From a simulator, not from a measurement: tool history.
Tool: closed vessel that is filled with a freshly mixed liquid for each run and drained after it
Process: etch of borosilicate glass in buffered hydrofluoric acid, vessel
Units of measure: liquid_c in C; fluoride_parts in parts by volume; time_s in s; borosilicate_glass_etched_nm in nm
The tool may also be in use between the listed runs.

run,day,liquid_c,fluoride_parts,time_s,borosilicate_glass_etched_nm
1,0,24,10,90,106.34
2,0.279,24,10,100,118.32
3,0.592,24,8,100,144.41
4,0.671,23,8,100,136.05
5,0.704,22,8,100,129.09
6,0.858,25.5,8,100,156.18
7,1.092,21.5,9.5,100,106.66

Forecast run 8:
8,1.133,21.5,9.5,100,?

borosilicate_glass_etched_nm: 106.78 nm
